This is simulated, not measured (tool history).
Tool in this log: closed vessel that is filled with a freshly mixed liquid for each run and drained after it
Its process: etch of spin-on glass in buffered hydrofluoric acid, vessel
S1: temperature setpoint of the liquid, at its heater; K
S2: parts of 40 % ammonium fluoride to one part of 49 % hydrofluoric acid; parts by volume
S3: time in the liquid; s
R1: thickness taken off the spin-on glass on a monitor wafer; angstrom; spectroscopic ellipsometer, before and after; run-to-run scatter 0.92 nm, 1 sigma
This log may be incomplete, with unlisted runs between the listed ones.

| run | hour | S1 | S2 | S3 | R1 |
|---|---|---|---|---|---|
| 1 | 0 | 294.15 | 20 | 85 | 1119.3 |
| 2 | 4.3 | 297.65 | 20 | 85 | 1359.5 |
| 3 | 9.2 | 297.65 | 20 | 95 | 1529.8 |
| 4 | 15.3 | 295.65 | 20.5 | 95 | 1350.4 |
| 5 | 19.8 | 295.65 | 20.5 | 95 | 1353.6 |
| 6 | 22.4 | 294.15 | 20.5 | 95 | 1241.7 |

Expected results for the next run?
| 7 | 30.2 | 293.15 | 20.5 | 95 | ? |

R1: 1172.4 angstrom
